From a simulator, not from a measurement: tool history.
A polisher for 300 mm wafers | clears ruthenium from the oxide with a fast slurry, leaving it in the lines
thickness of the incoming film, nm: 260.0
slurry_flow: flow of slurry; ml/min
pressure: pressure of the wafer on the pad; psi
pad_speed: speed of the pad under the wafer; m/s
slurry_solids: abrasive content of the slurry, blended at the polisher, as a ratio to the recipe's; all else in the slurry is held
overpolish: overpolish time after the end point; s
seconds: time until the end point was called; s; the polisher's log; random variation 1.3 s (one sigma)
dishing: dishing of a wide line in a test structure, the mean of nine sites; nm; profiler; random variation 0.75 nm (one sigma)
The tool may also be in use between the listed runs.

run 1 hour=0.0 | slurry_flow=275 pressure=3.2 pad_speed=0.96 slurry_solids=1.0 overpolish=27 | seconds=75.616 dishing=71.953
run 2 hour=0.7 | slurry_flow=275 pressure=3.1 pad_speed=0.96 slurry_solids=1.0 overpolish=28 | seconds=78.482 dishing=72.035
run 3 hour=8.0 | slurry_flow=275 pressure=3.6 pad_speed=0.96 slurry_solids=1.0 overpolish=28 | seconds=69.122 dishing=79.147
run 4 hour=10.7 | slurry_flow=275 pressure=3.6 pad_speed=1.14 slurry_solids=1.0 overpolish=28 | seconds=58.512 dishing=88.280
run 5 hour=17.4 | slurry_flow=275 pressure=3.6 pad_speed=1.34 slurry_solids=1.0 overpolish=28 | seconds=48.878 dishing=100.020
run 6 hour=20.7 | slurry_flow=275 pressure=3.6 pad_speed=1.48 slurry_solids=1.0 overpolish=28 | seconds=45.243 dishing=105.520
run 7 hour=28.3 | slurry_flow=275 pressure=3.6 pad_speed=1.48 slurry_solids=1.0 overpolish=28 | seconds=45.059 dishing=105.830
run 8 hour=34.3 | slurry_flow=275 pressure=3.3 pad_speed=1.44 slurry_solids=1.0 overpolish=29 | seconds=51.538 dishing=99.314
run 9 hour=41.6 | slurry_flow=275 pressure=3.0 pad_speed=1.42 slurry_solids=1.0 overpolish=30 | seconds=56.809 dishing=93.087
run 10 hour=45.3 | slurry_flow=275 pressure=3.0 pad_speed=1.42 slurry_solids=1.0 overpolish=30 | seconds=56.270 dishing=94.541
run 11 hour=48.0 | slurry_flow=275 pressure=2.8 pad_speed=1.38 slurry_solids=1.0 overpolish=31 | seconds=62.865 dishing=91.979
run 12 hour=50.4 | slurry_flow=275 pressure=2.6 pad_speed=1.36 slurry_solids=1.0 overpolish=32 | seconds=68.494 dishing=87.105

Forecast run 13:
run 13 hour=57.2 | slurry_flow=275 pressure=2.4 pad_speed=1.36 slurry_solids=1.0 overpolish=33 | seconds=? dishing=?

{"run 13": {"seconds": 72.978, "dishing": 85.422}}
